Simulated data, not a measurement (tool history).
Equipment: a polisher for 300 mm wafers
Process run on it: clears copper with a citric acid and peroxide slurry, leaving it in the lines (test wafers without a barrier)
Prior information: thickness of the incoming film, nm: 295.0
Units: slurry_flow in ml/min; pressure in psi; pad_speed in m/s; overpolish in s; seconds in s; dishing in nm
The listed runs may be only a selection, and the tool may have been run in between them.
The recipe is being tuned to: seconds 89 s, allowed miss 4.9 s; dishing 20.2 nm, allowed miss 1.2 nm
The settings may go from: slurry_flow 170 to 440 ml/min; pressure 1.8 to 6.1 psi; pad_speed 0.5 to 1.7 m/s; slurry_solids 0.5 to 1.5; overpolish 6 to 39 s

run	hour	slurry_flow	pressure	pad_speed	slurry_solids	overpolish	seconds	dishing
1	0	280	3.9	1.1	1	20	114.99	38.454
2	8	280	3.9	1.1	1.1	20	114.44	37.577
3	9.9	280	3.9	1.22	1.1	20	102.93	39.747
4	14.3	275	3.8	1.26	1.15	18	103.32	36.581
5	21.7	275	3.8	1.14	1.15	18	109.68	35.232
6	23.4	310	3.8	1.14	1.15	18	105.72	34.116
7	25.6	325	3.8	1.14	1.15	17	110.06	33.641
8	34	305	3.7	1.2	1.2	16	106.25	31.636
9	38.4	315	3.7	1.22	1.25	15	105.64	30.413
10	46.6	315	3.7	1.22	1.25	15	100.12	30.766

5 candidate next runs follow, results not yet known. Just one meets every target within its allowed miss. Identify it.
A	54.8	335	3.6	1.54	1.3	11	?	?
B	54.8	315	3.5	1.7	1.05	8	?	?
C	54.8	250	3.5	1	1.45	13	?	?
D	54.8	405	4	1.28	1.2	35	?	?
E	54.8	325	2.9	1.5	1.25	12	?	?

move	seconds	dishing
A	88.37	26.285
B	88.761	19.559
C	121.51	22.902
D	91.836	66.557
E	112.24	22.716
A: an improvement on the last run, though not all results are within tolerance
B: every result within its allowed miss
C: an improvement on the last run, though not all results are within tolerance
D: moves away from the targets compared with the last run
E: an improvement on the last run, though not all results are within tolerance
So the answer is move B, the one that meets all the targets.
